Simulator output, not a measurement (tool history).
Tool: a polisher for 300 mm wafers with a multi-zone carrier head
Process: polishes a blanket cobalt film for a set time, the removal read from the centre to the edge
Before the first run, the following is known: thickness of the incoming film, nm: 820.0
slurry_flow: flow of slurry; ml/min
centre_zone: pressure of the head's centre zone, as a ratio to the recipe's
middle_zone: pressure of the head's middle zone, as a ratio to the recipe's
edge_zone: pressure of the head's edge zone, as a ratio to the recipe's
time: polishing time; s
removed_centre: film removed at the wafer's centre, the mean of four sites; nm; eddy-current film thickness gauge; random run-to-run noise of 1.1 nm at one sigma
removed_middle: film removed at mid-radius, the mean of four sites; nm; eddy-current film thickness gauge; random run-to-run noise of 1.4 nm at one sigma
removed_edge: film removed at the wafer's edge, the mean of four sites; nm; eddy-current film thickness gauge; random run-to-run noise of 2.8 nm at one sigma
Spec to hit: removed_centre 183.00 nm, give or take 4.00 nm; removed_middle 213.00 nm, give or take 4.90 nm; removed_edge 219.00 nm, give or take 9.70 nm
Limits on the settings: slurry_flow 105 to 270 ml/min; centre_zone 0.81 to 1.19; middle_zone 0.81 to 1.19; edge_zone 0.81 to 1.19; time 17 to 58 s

run    day  slurry_flow  centre_zone  middle_zone  edge_zone  time  removed_centre  removed_middle  removed_edge
  1  0.000          175         1.00         1.00       1.00    37          151.15          152.40        151.62
  2  0.375          210         1.00         1.00       1.00    37          156.90          156.00        159.01
  3  0.446          210         1.00         1.00       0.93    37          157.27          155.44        148.15
  4  0.617          210         1.03         1.00       0.93    37          158.58          158.21        151.26
  5  0.846          215         1.01         1.03       0.98    38          162.85          164.05        160.05
  6  1.104          190         1.01         1.03       0.98    38          158.23          161.88        158.15
  7  1.338          185         0.94         1.11       1.08    48          187.99          216.87        210.65
  8  1.479          180         0.94         1.11       1.09    48          184.57          217.70        209.92
  9  1.612          180         0.94         1.10       1.10    48          186.29          216.54        206.54

Which single option among these 4 for the next run brings every result within its allowed miss of target? Just one does.
  A  1.746          185         0.87         1.03       1.13    50               ?               ?             ?
  B  1.746          125         0.94         1.05       1.19    54               ?               ?             ?
  C  1.746          170         0.93         1.06       1.14    51               ?               ?             ?
  D  1.746          165         0.98         1.16       1.09    47               ?               ?             ?

move  removed_centre  removed_middle  removed_edge
   A          182.72          214.12        226.26
   B          191.89          215.97        236.25
   C          194.17          220.39        229.20
   D          186.24          218.16        205.33
A: each result inside its tolerance
B: takes the result that was furthest off past its target
C: takes the result that was furthest off past its target
D: moves away from the targets compared with the last run
The move that meets every target is A.

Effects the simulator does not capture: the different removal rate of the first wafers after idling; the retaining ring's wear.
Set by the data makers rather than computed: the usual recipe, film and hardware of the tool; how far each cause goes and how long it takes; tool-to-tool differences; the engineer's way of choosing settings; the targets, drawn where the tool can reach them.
